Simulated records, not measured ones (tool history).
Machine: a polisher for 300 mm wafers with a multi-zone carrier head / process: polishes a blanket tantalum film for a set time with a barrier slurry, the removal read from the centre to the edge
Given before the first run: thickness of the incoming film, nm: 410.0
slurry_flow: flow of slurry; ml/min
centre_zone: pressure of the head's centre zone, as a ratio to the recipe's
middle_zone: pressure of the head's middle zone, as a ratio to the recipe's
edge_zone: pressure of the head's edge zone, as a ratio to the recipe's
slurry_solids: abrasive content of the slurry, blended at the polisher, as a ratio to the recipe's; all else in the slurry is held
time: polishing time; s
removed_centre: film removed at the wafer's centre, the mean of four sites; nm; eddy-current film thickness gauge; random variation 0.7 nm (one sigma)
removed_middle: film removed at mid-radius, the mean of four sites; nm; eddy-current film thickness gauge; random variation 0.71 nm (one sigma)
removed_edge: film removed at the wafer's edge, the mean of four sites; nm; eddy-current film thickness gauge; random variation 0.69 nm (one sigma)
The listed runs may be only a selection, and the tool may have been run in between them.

| run | hour | slurry_flow | centre_zone | middle_zone | edge_zone | slurry_solids | time | removed_centre | removed_middle | removed_edge |
|---|---|---|---|---|---|---|---|---|---|---|
| 1 | 0.0 | 240 | 1.00 | 1.00 | 1.00 | 1.00 | 57 | 92.942 | 92.399 | 91.704 |
| 2 | 8.7 | 240 | 1.00 | 1.00 | 1.00 | 1.20 | 57 | 99.073 | 97.270 | 97.232 |
| 3 | 9.3 | 240 | 1.00 | 1.00 | 1.00 | 1.10 | 57 | 97.561 | 95.483 | 94.925 |
| 4 | 12.3 | 235 | 0.98 | 0.97 | 0.97 | 1.00 | 57 | 91.457 | 89.870 | 91.918 |
| 5 | 18.2 | 230 | 0.98 | 0.97 | 0.95 | 0.90 | 57 | 86.660 | 85.872 | 85.618 |
| 6 | 22.0 | 230 | 1.04 | 0.97 | 0.95 | 0.90 | 57 | 92.837 | 84.707 | 85.489 |
| 7 | 27.6 | 220 | 1.02 | 0.96 | 0.93 | 0.85 | 57 | 87.618 | 82.947 | 82.562 |
| 8 | 32.0 | 210 | 1.01 | 0.95 | 0.92 | 0.85 | 57 | 86.005 | 80.562 | 81.924 |

Run 9 comes next. What will it give?
| 9 | 39.3 | 200 | 1.00 | 0.95 | 0.91 | 0.85 | 57 | ? | ? | ? |

removed_centre: 85.094 nm
removed_middle: 81.619 nm
removed_edge: 83.007 nm
